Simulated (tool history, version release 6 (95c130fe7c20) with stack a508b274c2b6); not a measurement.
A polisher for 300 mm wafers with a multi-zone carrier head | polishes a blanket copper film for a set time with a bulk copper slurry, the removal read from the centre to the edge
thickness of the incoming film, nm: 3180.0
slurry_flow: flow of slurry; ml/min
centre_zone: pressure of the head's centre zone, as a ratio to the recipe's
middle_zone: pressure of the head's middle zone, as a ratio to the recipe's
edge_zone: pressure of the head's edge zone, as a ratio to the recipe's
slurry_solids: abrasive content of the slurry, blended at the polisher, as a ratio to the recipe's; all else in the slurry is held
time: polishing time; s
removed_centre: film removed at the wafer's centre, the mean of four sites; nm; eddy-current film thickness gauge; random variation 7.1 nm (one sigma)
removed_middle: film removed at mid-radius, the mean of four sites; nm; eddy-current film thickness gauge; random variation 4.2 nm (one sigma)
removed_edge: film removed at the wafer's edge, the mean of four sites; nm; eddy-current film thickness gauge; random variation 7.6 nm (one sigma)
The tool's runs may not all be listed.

run  hour  slurry_flow  centre_zone  middle_zone  edge_zone  slurry_solids  time  removed_centre  removed_middle  removed_edge
  1     0          280            1            1          1              1    53          410.49          412.05        424.72
  2   1.7          280            1            1          1            1.1    53          420.08          424.95        431.57
  3   3.5          280            1            1       1.05            1.1    53          430.94           410.1        459.21
  4  10.1          285         1.03         1.03       1.06           1.15    53          439.19          441.63        460.35
     11.7  -- edge zone pressure recalibrated
  5  11.7          290         1.06         1.03       1.07            1.2    53          455.43          437.81        453.68
  6    18          225         1.06         1.03       1.07            1.2    53          444.33          434.98        428.87
  7    22          245         1.08         1.04       1.09           1.25    54          463.51           446.8        458.86

Forecast run 8:
  8    26          265         1.18         1.11       1.08            1.5    59               ?               ?             ?

{"run 8": {"removed_centre": 573.17, "removed_middle": 542.44, "removed_edge": 524.24}}
